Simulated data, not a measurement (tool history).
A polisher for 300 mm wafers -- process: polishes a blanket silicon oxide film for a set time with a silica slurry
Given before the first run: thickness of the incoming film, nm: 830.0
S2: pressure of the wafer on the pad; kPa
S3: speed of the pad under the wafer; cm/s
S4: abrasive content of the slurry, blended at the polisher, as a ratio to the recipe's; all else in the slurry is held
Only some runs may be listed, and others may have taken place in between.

Run 1, hour 0: flow of slurry (ml/min) 120, S2 21.4 kPa, S3 102 cm/s, S4 1, polishing time (s) 29. Result: film removed (angstrom) 524.05.
Run 2, hour 7.8: flow of slurry (ml/min) 120, S2 21.4 kPa, S3 102 cm/s, S4 1.15, polishing time (s) 29. Result: film removed (angstrom) 560.68.
Run 3, hour 11.1: flow of slurry (ml/min) 120, S2 26.2 kPa, S3 102 cm/s, S4 1.15, polishing time (s) 29. Result: film removed (angstrom) 681.85.
Run 4, hour 16.7: flow of slurry (ml/min) 90, S2 26.2 kPa, S3 102 cm/s, S4 1.15, polishing time (s) 29. Result: film removed (angstrom) 634.15.
Run 5, hour 19.2: flow of slurry (ml/min) 85, S2 24.1 kPa, S3 102 cm/s, S4 1.15, polishing time (s) 29. Result: film removed (angstrom) 579.
Run 6, hour 23.5: flow of slurry (ml/min) 85, S2 27.6 kPa, S3 102 cm/s, S4 1.15, polishing time (s) 29. Result: film removed (angstrom) 661.39.
Run 7, hour 24.9: flow of slurry (ml/min) 80, S2 24.8 kPa, S3 102 cm/s, S4 1.15, polishing time (s) 29. Result: film removed (angstrom) 580.65.
Run 8, hour 27.7: flow of slurry (ml/min) 80, S2 23.4 kPa, S3 102 cm/s, S4 1.15, polishing time (s) 29. Result: film removed (angstrom) 546.88.

Run 9 comes next. What will it give?
Run 9, hour 31.6: flow of slurry (ml/min) 75, S2 19.3 kPa, S3 102 cm/s, S4 1.15, polishing time (s) 29. Result: film removed (angstrom) ?.

film removed (angstrom): 443.93

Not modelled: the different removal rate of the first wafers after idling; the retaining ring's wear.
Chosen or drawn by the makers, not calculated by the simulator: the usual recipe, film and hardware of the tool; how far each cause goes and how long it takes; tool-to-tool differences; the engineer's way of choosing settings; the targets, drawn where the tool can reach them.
